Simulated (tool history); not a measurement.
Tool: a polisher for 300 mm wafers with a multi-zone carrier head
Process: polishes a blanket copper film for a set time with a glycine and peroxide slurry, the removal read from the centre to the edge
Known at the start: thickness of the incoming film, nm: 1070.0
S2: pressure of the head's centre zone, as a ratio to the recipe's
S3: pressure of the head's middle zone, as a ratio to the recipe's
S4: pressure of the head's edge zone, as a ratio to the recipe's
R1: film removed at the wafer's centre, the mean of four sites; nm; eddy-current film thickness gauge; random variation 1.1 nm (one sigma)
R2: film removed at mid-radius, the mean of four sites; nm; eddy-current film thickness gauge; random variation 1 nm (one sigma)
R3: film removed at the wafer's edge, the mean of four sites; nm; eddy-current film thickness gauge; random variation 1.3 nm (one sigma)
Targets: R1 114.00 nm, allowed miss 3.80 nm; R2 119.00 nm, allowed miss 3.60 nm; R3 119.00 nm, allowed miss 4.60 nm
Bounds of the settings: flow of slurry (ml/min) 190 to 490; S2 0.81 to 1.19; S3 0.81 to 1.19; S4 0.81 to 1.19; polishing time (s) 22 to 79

run 1 hour=0.0 | flow_of_slurry_(ml/min)=315 S2=1.00 S3=1.00 S4=1.00 polishing_time_(s)=50 | R1=204.95 R2=205.63 R3=207.65
run 2 hour=5.5 | flow_of_slurry_(ml/min)=315 S2=1.03 S3=1.00 S4=1.00 polishing_time_(s)=50 | R1=212.93 R2=209.47 R3=201.40
run 3 hour=8.6 | flow_of_slurry_(ml/min)=285 S2=1.03 S3=1.00 S4=1.00 polishing_time_(s)=50 | R1=207.94 R2=207.82 R3=205.64
run 4 hour=11.3 | flow_of_slurry_(ml/min)=285 S2=1.03 S3=1.00 S4=1.00 polishing_time_(s)=45 | R1=188.10 R2=184.68 R3=185.38
run 5 hour=15.8 | flow_of_slurry_(ml/min)=285 S2=1.03 S3=1.00 S4=1.08 polishing_time_(s)=45 | R1=189.99 R2=187.67 R3=192.11
run 6 hour=19.4 | flow_of_slurry_(ml/min)=285 S2=1.03 S3=0.92 S4=1.08 polishing_time_(s)=45 | R1=192.36 R2=175.97 R3=190.27
run 7 hour=24.5 | flow_of_slurry_(ml/min)=300 S2=1.01 S3=0.94 S4=1.05 polishing_time_(s)=40 | R1=165.39 R2=158.33 R3=168.96
run 8 hour=32.7 | flow_of_slurry_(ml/min)=315 S2=1.00 S3=0.95 S4=1.01 polishing_time_(s)=37 | R1=151.71 R2=150.25 R3=153.02
run 9 hour=33.3 | flow_of_slurry_(ml/min)=325 S2=0.98 S3=0.93 S4=0.98 polishing_time_(s)=36 | R1=145.96 R2=144.20 R3=146.05
run 10 hour=34.3 | flow_of_slurry_(ml/min)=330 S2=0.96 S3=0.91 S4=0.95 polishing_time_(s)=35 | R1=137.61 R2=138.77 R3=144.13
run 11 hour=41.5 | flow_of_slurry_(ml/min)=340 S2=0.96 S3=0.91 S4=0.93 polishing_time_(s)=33 | R1=130.85 R2=129.92 R3=131.88
run 12 hour=44.6 | flow_of_slurry_(ml/min)=330 S2=0.86 S3=0.86 S4=0.83 polishing_time_(s)=32 | R1=114.05 R2=120.89 R3=127.23

Which of these 5 next moves meets every target?
run A hour=47.7 | flow_of_slurry_(ml/min)=280 S2=0.81 S3=0.82 S4=0.87 polishing_time_(s)=34 | R1=? R2=? R3=?
run B hour=47.7 | flow_of_slurry_(ml/min)=325 S2=0.90 S3=0.87 S4=0.81 polishing_time_(s)=31 | R1=? R2=? R3=?
run C hour=47.7 | flow_of_slurry_(ml/min)=375 S2=0.89 S3=0.94 S4=0.81 polishing_time_(s)=31 | R1=? R2=? R3=?
run D hour=47.7 | flow_of_slurry_(ml/min)=385 S2=0.83 S3=0.81 S4=1.00 polishing_time_(s)=32 | R1=? R2=? R3=?
run E hour=47.7 | flow_of_slurry_(ml/min)=350 S2=0.88 S3=0.91 S4=0.83 polishing_time_(s)=32 | R1=? R2=? R3=?

move=A R1=110.59 R2=125.69 R3=135.07
move=B R1=113.68 R2=119.88 R3=121.42
move=C R1=113.76 R2=126.73 R3=122.33
move=D R1=109.59 R2=120.36 R3=135.89
move=E R1=115.45 R2=127.73 R3=126.80
A: further off than the last run
B: meets every target
C: brings the result that was furthest off to its target, and leaves another outside
D: further off than the last run
E: further off than the last run
Answer: B
